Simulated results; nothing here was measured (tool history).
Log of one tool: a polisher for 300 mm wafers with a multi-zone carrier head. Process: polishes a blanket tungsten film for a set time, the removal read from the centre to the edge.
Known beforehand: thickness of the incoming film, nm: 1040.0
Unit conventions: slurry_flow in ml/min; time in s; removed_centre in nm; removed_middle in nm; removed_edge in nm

{"run": 1, "hour": 0.0, "slurry_flow": 170, "centre_zone": 1.0, "middle_zone": 1.0, "edge_zone": 1.0, "slurry_solids": 1.0, "time": 67, "removed_centre": 195.49, "removed_middle": 197.22, "removed_edge": 212.6}
{"run": 2, "hour": 1.1, "slurry_flow": 170, "centre_zone": 1.0, "middle_zone": 0.95, "edge_zone": 1.0, "slurry_solids": 1.0, "time": 67, "removed_centre": 203.73, "removed_middle": 195.04, "removed_edge": 210.17}
{"run": 3, "hour": 4.7, "slurry_flow": 170, "centre_zone": 1.0, "middle_zone": 0.87, "edge_zone": 1.0, "slurry_solids": 1.0, "time": 67, "removed_centre": 203.46, "removed_middle": 181.04, "removed_edge": 212.76}
{"run": 4, "hour": 13.5, "slurry_flow": 140, "centre_zone": 1.0, "middle_zone": 0.87, "edge_zone": 1.0, "slurry_solids": 1.0, "time": 67, "removed_centre": 188.59, "removed_middle": 172.6, "removed_edge": 204.36}
{"run": 5, "hour": 21.5, "slurry_flow": 140, "centre_zone": 1.0, "middle_zone": 0.84, "edge_zone": 1.0, "slurry_solids": 1.0, "time": 67, "removed_centre": 187.17, "removed_middle": 171.65, "removed_edge": 204.38}
{"run": 6, "hour": 24.1, "slurry_flow": 140, "centre_zone": 1.07, "middle_zone": 0.84, "edge_zone": 1.0, "slurry_solids": 1.0, "time": 67, "removed_centre": 201.37, "removed_middle": 168.48, "removed_edge": 203.68}
{"run": 7, "hour": 26.3, "slurry_flow": 140, "centre_zone": 1.07, "middle_zone": 0.87, "edge_zone": 0.97, "slurry_solids": 1.0, "time": 67, "removed_centre": 200.06, "removed_middle": 173.99, "removed_edge": 201.03}

Predict the results of run 8:
{"run": 8, "hour": 32.5, "slurry_flow": 140, "centre_zone": 1.07, "middle_zone": 0.89, "edge_zone": 0.95, "slurry_solids": 1.0, "time": 67, "removed_centre": "?", "removed_middle": "?", "removed_edge": "?"}

{"run 8": {"removed_centre": 204.45, "removed_middle": 175.56, "removed_edge": 198.1}}
